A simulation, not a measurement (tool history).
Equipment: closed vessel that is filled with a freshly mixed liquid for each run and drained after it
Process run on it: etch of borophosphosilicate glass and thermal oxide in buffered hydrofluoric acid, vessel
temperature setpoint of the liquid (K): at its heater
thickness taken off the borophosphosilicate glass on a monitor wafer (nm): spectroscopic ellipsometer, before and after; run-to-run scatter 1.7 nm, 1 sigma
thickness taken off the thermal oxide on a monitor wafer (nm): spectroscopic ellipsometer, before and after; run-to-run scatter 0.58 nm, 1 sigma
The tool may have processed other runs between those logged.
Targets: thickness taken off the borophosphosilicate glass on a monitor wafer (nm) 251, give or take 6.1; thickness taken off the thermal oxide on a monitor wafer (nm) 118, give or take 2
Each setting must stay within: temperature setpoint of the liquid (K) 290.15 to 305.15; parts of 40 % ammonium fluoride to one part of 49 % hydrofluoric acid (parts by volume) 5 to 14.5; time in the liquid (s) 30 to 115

run	hour	temperature setpoint of the liquid (K)	parts of 40 % ammonium fluoride to one part of 49 % hydrofluoric acid (parts by volume)	time in the liquid (s)	thickness taken off the borophosphosilicate glass on a monitor wafer (nm)	thickness taken off the thermal oxide on a monitor wafer (nm)
1	0	297.15	9	60	159.97	74.976
2	8.5	299.65	9	60	181.05	86.132
3	11	301.15	9	60	198.39	93.578
4	11.5	302.65	9	60	212.88	100.65
5	20.1	303.65	9	60	222.43	106.18
6	25.7	304.15	9	60	229.5	109.14
7	33.8	304.65	9	60	233.76	111.59
8	42.2	305.15	8.5	60	257.72	122.57

Exercise: of the 4 proposed moves below, exactly one satisfies all targets within the stated allowed misses. Which move is it?
A	50.6	297.15	6	65	?	?
B	50.6	305.15	9.5	70	?	?
C	50.6	298.65	5	50	?	?
D	50.6	305.15	9	65	?	?

move	thickness taken off the borophosphosilicate glass on a monitor wafer (nm)	thickness taken off the thermal oxide on a monitor wafer (nm)
A	256.98	122.8
B	269.84	130.33
C	251.02	119.53
D	259.3	125.19
A: misses by more than the last run did
B: misses by more than the last run did
C: hits every target within its allowed miss
D: misses by more than the last run did
Move C is the one to make.

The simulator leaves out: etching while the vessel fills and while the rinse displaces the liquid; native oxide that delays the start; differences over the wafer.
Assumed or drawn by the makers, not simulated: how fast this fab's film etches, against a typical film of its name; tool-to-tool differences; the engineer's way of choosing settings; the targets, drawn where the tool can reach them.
